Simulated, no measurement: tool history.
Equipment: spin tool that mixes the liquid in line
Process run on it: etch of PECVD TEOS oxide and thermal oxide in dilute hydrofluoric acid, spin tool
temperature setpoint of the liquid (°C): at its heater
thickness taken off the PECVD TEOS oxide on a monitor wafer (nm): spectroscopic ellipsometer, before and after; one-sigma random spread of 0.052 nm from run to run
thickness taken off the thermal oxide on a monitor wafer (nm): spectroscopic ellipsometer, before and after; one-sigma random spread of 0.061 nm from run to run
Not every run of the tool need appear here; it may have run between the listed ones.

| run | day | temperature setpoint of the liquid (°C) | parts of water to one part of 49 % hydrofluoric acid (parts by volume) | time under the liquid (s) | thickness taken off the PECVD TEOS oxide on a monitor wafer (nm) | thickness taken off the thermal oxide on a monitor wafer (nm) |
|---|---|---|---|---|---|---|
| 1 | 0.000 | 26.0 | 215 | 70 | 3.7574 | 1.2475 |
| 2 | 0.104 | 26.0 | 145 | 70 | 6.0986 | 2.0674 |
| 3 | 0.367 | 27.0 | 145 | 70 | 6.3578 | 2.2203 |
| 4 | 0.688 | 27.0 | 145 | 60 | 5.4479 | 1.8503 |
| 5 | 0.862 | 29.0 | 145 | 60 | 5.9249 | 1.8673 |
|  | 1.117 | hydrofluoric acid flow meter replaced |
| 6 | 1.117 | 29.0 | 90 | 60 | 11.0050 | 3.6609 |

For run 7, what comes out?
| 7 | 1.400 | 27.5 | 95 | 60 | ? | ? |

{"run 7": {"thickness taken off the PECVD TEOS oxide on a monitor wafer (nm)": 9.9024, "thickness taken off the thermal oxide on a monitor wafer (nm)": 3.2427}}

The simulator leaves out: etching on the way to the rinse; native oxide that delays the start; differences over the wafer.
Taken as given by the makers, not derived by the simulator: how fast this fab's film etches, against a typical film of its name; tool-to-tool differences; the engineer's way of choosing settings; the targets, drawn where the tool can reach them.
